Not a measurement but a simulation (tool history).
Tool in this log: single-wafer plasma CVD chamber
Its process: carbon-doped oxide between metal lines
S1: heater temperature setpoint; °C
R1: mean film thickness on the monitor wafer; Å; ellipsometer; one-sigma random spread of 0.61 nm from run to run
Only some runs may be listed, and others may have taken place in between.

Run 1, hour 0.0: S1 330 °C, chamber pressure (Torr) 4.74, RF power (kW) 0.610, deposition time (s) 20.1. Result: R1 1169.9 Å.
Run 2, hour 6.3: S1 330 °C, chamber pressure (Torr) 4.74, RF power (kW) 0.610, deposition time (s) 20.8. Result: R1 1208.0 Å.
Run 3, hour 11.4: S1 329 °C, chamber pressure (Torr) 4.77, RF power (kW) 0.610, deposition time (s) 20.8. Result: R1 1215.7 Å.
Run 4, hour 19.4: S1 329 °C, chamber pressure (Torr) 4.77, RF power (kW) 0.560, deposition time (s) 20.8. Result: R1 1158.3 Å.
Run 5, hour 20.2: S1 329 °C, chamber pressure (Torr) 4.77, RF power (kW) 0.525, deposition time (s) 20.8. Result: R1 1106.2 Å.
Run 6, hour 22.3: S1 326 °C, chamber pressure (Torr) 4.94, RF power (kW) 0.530, deposition time (s) 20.8. Result: R1 1140.0 Å.
Run 7, hour 29.5: S1 324 °C, chamber pressure (Torr) 5.02, RF power (kW) 0.530, deposition time (s) 20.8. Result: R1 1143.9 Å.
Run 8, hour 36.0: S1 322 °C, chamber pressure (Torr) 5.15, RF power (kW) 0.535, deposition time (s) 20.8. Result: R1 1158.2 Å.
Run 9, hour 38.4: S1 321 °C, chamber pressure (Torr) 5.26, RF power (kW) 0.540, deposition time (s) 20.8. Result: R1 1175.9 Å.

Run 10 comes next. What will it give?
At hour 45.9: thermocouple changed; heater temperature recalibrated.
Run 10, hour 45.9: S1 320 °C, chamber pressure (Torr) 5.34, RF power (kW) 0.540, deposition time (s) 20.8. Result: R1 ?.

{"run 10": {"R1": 1162.2}}
